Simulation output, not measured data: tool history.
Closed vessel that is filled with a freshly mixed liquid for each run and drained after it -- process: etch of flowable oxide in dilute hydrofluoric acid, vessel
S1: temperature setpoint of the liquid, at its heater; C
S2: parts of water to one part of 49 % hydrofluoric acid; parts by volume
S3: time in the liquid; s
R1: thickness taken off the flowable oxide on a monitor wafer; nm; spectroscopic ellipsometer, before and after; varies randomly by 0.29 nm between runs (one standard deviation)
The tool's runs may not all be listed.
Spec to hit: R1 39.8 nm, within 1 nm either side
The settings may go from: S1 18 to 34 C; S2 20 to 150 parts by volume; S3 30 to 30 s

run,day,S1,S2,S3,R1
1,0,26,85,30,19.396
2,0.346,27,80,30,21.726
3,0.592,27,80,30,21.413
4,0.721,27,80,30,21.666
5,0.808,25.5,80,30,20.45
# day 1.075: thermometer replaced
6,1.075,28,80,30,21.018
7,1.442,28,75,30,22.206
8,1.525,28.5,70,30,24.281
9,1.679,29,65,30,27.087
10,1.933,29.5,65,30,27.51
11,2.062,30,65,30,28.165

Which single option among these 4 for the next run brings every result within its allowed miss of target? Just one does.
A,2.192,26.5,50,30,?
B,2.192,28,75,30,?
C,2.192,33.5,50,30,?
D,2.192,31.5,50,30,?

move,R1
A,32.613
B,22.276
C,42.923
D,39.745
A: closes in on the targets versus the last run, not all within tolerance yet
B: moves away from the targets compared with the last run
C: pushes the last run's worst result past its target
D: all results land within tolerance of their targets
Answer: D
